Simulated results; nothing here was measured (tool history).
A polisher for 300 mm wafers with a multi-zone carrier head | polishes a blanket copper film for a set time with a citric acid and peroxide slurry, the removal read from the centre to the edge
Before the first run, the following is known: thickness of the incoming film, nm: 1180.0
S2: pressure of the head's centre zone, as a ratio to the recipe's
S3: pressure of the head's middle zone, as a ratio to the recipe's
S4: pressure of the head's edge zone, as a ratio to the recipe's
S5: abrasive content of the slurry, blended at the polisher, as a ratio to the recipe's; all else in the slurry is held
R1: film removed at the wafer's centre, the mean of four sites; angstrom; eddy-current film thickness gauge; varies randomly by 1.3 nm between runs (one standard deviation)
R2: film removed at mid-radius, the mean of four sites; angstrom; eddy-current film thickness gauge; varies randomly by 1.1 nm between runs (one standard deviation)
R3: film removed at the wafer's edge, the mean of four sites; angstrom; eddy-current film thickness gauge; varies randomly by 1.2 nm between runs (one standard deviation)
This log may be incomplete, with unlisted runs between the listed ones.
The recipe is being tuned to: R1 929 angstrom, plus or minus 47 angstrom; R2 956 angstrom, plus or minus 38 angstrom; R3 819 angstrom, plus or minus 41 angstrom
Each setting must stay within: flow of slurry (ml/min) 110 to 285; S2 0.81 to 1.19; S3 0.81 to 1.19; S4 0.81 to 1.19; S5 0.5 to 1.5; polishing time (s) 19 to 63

{"run": 1, "hour": 0.0, "flow of slurry (ml/min)": 180, "S2": 1, "S3": 1, "S4": 1, "S5": 1, "polishing time (s)": 41, "R1": 652.92, "R2": 676.71, "R3": 657.17}
{"run": 2, "hour": 6.8, "flow of slurry (ml/min)": 190, "S2": 1.03, "S3": 1.04, "S4": 1.01, "S5": 1.1, "polishing time (s)": 42, "R1": 699.98, "R2": 727.19, "R3": 678.62}
{"run": 3, "hour": 7.6, "flow of slurry (ml/min)": 195, "S2": 1.05, "S3": 1.06, "S4": 1.01, "S5": 1.2, "polishing time (s)": 44, "R1": 791.8, "R2": 789.59, "R3": 739.97}
{"run": 4, "hour": 12.3, "flow of slurry (ml/min)": 200, "S2": 1.06, "S3": 1.09, "S4": 1.01, "S5": 1.25, "polishing time (s)": 44, "R1": 809.48, "R2": 834.05, "R3": 743.36}
{"run": 5, "hour": 18.0, "flow of slurry (ml/min)": 200, "S2": 1.06, "S3": 1.09, "S4": 0.95, "S5": 1.25, "polishing time (s)": 44, "R1": 794.39, "R2": 810.85, "R3": 722.38}
{"run": 6, "hour": 19.2, "flow of slurry (ml/min)": 205, "S2": 1.07, "S3": 1.11, "S4": 0.97, "S5": 1.3, "polishing time (s)": 44, "R1": 823.44, "R2": 818.24, "R3": 728.61}
{"run": 7, "hour": 25.1, "flow of slurry (ml/min)": 210, "S2": 1.07, "S3": 1.13, "S4": 0.99, "S5": 1.35, "polishing time (s)": 44, "R1": 827.23, "R2": 873.02, "R3": 756.39}
{"run": 8, "hour": 30.0, "flow of slurry (ml/min)": 215, "S2": 1.08, "S3": 1.14, "S4": 1, "S5": 1.4, "polishing time (s)": 44, "R1": 849.6, "R2": 872.01, "R3": 779.67}
{"run": 9, "hour": 37.9, "flow of slurry (ml/min)": 220, "S2": 1.09, "S3": 1.15, "S4": 1, "S5": 1.4, "polishing time (s)": 44, "R1": 865.21, "R2": 877.38, "R3": 776.83}
{"run": 10, "hour": 43.2, "flow of slurry (ml/min)": 220, "S2": 1.09, "S3": 1.16, "S4": 1, "S5": 1.4, "polishing time (s)": 44, "R1": 842.43, "R2": 870.45, "R3": 770.05}
{"run": 11, "hour": 49.0, "flow of slurry (ml/min)": 220, "S2": 1.09, "S3": 1.17, "S4": 0.99, "S5": 1.4, "polishing time (s)": 45, "R1": 872.37, "R2": 911.99, "R3": 771.42}
{"run": 12, "hour": 54.4, "flow of slurry (ml/min)": 225, "S2": 1.1, "S3": 1.17, "S4": 1, "S5": 1.4, "polishing time (s)": 45, "R1": 859.95, "R2": 914.75, "R3": 776.77}

Exactly one of the 5 candidate moves below puts every result within its allowed miss. Which one?
{"run": "A", "hour": 59.8, "flow of slurry (ml/min)": 210, "S2": 1.13, "S3": 1.17, "S4": 1.03, "S5": 1.3, "polishing time (s)": 48, "R1": "?", "R2": "?", "R3": "?"}
{"run": "B", "hour": 59.8, "flow of slurry (ml/min)": 275, "S2": 1.05, "S3": 1.07, "S4": 0.99, "S5": 1.45, "polishing time (s)": 45, "R1": "?", "R2": "?", "R3": "?"}
{"run": "C", "hour": 59.8, "flow of slurry (ml/min)": 190, "S2": 0.98, "S3": 1.19, "S4": 1.09, "S5": 1.35, "polishing time (s)": 48, "R1": "?", "R2": "?", "R3": "?"}
{"run": "D", "hour": 59.8, "flow of slurry (ml/min)": 200, "S2": 1.04, "S3": 1.16, "S4": 1.1, "S5": 1.35, "polishing time (s)": 44, "R1": "?", "R2": "?", "R3": "?"}
{"run": "E", "hour": 59.8, "flow of slurry (ml/min)": 230, "S2": 1.13, "S3": 1.19, "S4": 0.95, "S5": 1.35, "polishing time (s)": 42, "R1": "?", "R2": "?", "R3": "?"}

move=A R1=949.23 R2=940.75 R3=811.09
move=B R1=875.95 R2=863.38 R3=782.53
move=C R1=813.95 R2=947.18 R3=830.22
move=D R1=799.34 R2=856.03 R3=769.55
move=E R1=848.58 R2=852.13 R3=693.93
A: in spec on every target
B: misses by more than the last run did
C: misses by more than the last run did
D: misses by more than the last run did
E: misses by more than the last run did
Go with A: it meets all targets.

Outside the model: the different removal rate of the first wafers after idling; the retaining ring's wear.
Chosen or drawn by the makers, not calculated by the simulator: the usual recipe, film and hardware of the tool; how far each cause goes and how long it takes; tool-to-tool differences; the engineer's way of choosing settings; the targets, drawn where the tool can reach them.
